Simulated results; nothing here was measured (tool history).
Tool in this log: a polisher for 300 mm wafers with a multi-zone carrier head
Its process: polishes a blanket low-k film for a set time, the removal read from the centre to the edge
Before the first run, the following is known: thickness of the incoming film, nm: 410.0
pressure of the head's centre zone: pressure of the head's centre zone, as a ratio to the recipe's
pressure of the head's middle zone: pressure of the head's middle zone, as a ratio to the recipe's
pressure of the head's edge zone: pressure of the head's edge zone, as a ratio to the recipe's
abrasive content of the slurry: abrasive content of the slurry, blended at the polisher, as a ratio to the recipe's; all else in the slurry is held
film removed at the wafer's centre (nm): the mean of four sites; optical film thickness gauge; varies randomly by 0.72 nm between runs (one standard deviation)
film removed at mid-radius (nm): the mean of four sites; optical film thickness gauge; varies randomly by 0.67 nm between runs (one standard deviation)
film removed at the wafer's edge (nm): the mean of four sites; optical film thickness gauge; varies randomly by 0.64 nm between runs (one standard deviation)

run	hour	flow of slurry (ml/min)	pressure of the head's centre zone	pressure of the head's middle zone	pressure of the head's edge zone	abrasive content of the slurry	polishing time (s)	film removed at the wafer's centre (nm)	film removed at mid-radius (nm)	film removed at the wafer's edge (nm)
1	0	120	1	1	1	1	78	37.317	37.538	38.275
2	7.1	120	1	1	0.92	1	78	38.585	38.056	37.909
3	10.8	120	0.94	1	0.92	1	78	35.126	38.06	36.702
4	17	120	0.96	0.99	0.94	1.05	78	37.06	38.623	38.642
5	18.3	120	0.96	1.07	0.94	1.05	78	36.979	39.49	37.477
6	23	120	0.96	1.07	0.94	1.05	94	43.834	48.239	46.02

What will run 7 give?
7	26.7	125	0.98	1.05	0.95	1.05	94	?	?	?

Logged for run 7: film removed at the wafer's centre (nm) 46.72, film removed at mid-radius (nm) 47.103, film removed at the wafer's edge (nm) 46.495.
